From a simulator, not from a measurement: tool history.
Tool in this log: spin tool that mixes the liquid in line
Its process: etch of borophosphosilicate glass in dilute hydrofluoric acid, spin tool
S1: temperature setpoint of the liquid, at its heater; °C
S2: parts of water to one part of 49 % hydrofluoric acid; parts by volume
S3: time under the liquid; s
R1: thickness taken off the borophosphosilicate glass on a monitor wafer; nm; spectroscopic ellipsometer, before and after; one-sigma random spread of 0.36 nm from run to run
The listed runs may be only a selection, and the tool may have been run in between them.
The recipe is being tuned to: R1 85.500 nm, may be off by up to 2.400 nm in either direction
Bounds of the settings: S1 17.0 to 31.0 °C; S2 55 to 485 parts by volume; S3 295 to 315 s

{"run": 1, "day": 0.0, "S1": 23.0, "S2": 270, "S3": 295, "R1": 43.962}
{"run": 2, "day": 0.033, "S1": 23.0, "S2": 270, "S3": 315, "R1": 46.97}
{"run": 3, "day": 0.267, "S1": 23.0, "S2": 270, "S3": 295, "R1": 43.725}
{"run": 4, "day": 0.55, "S1": 24.0, "S2": 255, "S3": 295, "R1": 49.081}
{"run": 5, "day": 0.612, "S1": 25.0, "S2": 245, "S3": 295, "R1": 53.469}
{"run": 6, "day": 0.808, "S1": 26.0, "S2": 235, "S3": 295, "R1": 57.812}
{"run": 7, "day": 1.033, "S1": 26.5, "S2": 230, "S3": 295, "R1": 60.914}
{"run": 8, "day": 1.392, "S1": 27.0, "S2": 225, "S3": 295, "R1": 63.613}
{"run": 9, "day": 1.625, "S1": 27.5, "S2": 220, "S3": 295, "R1": 67.17}
{"run": 10, "day": 1.738, "S1": 28.0, "S2": 215, "S3": 295, "R1": 69.782}
{"run": 11, "day": 1.775, "S1": 28.5, "S2": 210, "S3": 295, "R1": 72.522}
{"day": 2.021, "done": "thermometer replaced"}
{"run": 12, "day": 2.021, "S1": 29.0, "S2": 210, "S3": 295, "R1": 69.725}
{"run": 13, "day": 2.292, "S1": 29.0, "S2": 205, "S3": 295, "R1": 71.746}

Consider the 4 candidate settings below. Which is the only one whose results all fall within their allowed miss of target?
{"run": "A", "day": 2.562, "S1": 28.5, "S2": 205, "S3": 315, "R1": "?"}
{"run": "B", "day": 2.562, "S1": 30.5, "S2": 230, "S3": 295, "R1": "?"}
{"run": "C", "day": 2.562, "S1": 31.0, "S2": 240, "S3": 315, "R1": "?"}
{"run": "D", "day": 2.562, "S1": 28.5, "S2": 185, "S3": 315, "R1": "?"}

move=A R1=74.979
move=B R1=65.068
move=C R1=66.900
move=D R1=85.095
A: nearer than the last run, and not there yet
B: further off than the last run
C: further off than the last run
D: each result inside its tolerance
Move D is the one to make.

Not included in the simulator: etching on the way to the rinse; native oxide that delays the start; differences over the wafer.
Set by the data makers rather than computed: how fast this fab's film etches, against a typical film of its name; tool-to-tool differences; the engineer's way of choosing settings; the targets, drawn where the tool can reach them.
